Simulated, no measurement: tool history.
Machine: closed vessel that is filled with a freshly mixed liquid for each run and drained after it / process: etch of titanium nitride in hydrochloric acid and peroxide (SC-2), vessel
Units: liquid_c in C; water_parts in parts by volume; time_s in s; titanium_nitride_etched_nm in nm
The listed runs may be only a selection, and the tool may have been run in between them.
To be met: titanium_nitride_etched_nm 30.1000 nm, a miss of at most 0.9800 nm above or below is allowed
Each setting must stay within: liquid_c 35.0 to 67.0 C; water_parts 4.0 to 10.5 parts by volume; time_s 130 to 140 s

| run | hour | liquid_c | water_parts | time_s | titanium_nitride_etched_nm |
|---|---|---|---|---|---|
| 1 | 0.0 | 51.0 | 5.5 | 130 | 11.0640 |
| 2 | 3.2 | 53.0 | 5.5 | 130 | 12.7410 |
| 3 | 4.0 | 53.0 | 5.5 | 130 | 12.8370 |
| 4 | 8.5 | 48.0 | 5.5 | 130 | 9.0999 |
| 5 | 12.1 | 48.0 | 5.5 | 140 | 10.0080 |
| 6 | 13.0 | 48.0 | 7.0 | 140 | 8.1213 |
| 7 | 17.2 | 50.5 | 7.0 | 140 | 9.6530 |
| 8 | 20.6 | 58.5 | 6.5 | 140 | 17.1230 |
| 9 | 24.9 | 59.5 | 6.5 | 140 | 18.5610 |
| 10 | 32.8 | 60.5 | 6.5 | 140 | 19.3900 |

Exercise: of the 5 proposed moves below, exactly one satisfies all targets within the stated allowed misses. Which move is it?
| A | 40.7 | 63.0 | 4.5 | 140 | ? |
| B | 40.7 | 64.0 | 4.5 | 140 | ? |
| C | 40.7 | 66.5 | 6.5 | 140 | ? |
| D | 40.7 | 57.0 | 6.5 | 130 | ? |
| E | 40.7 | 58.0 | 7.5 | 130 | ? |

| move | titanium_nitride_etched_nm |
|---|---|
| A | 30.1520 |
| B | 32.0630 |
| C | 28.5440 |
| D | 14.6940 |
| E | 14.0120 |
A: all results land within tolerance of their targets
B: takes the result that was furthest off past its target
C: moves toward the targets from the last run without getting all of them in spec
D: its largest miss is bigger than the last run's
E: its largest miss is bigger than the last run's
A is the move that brings every result within its allowed miss.

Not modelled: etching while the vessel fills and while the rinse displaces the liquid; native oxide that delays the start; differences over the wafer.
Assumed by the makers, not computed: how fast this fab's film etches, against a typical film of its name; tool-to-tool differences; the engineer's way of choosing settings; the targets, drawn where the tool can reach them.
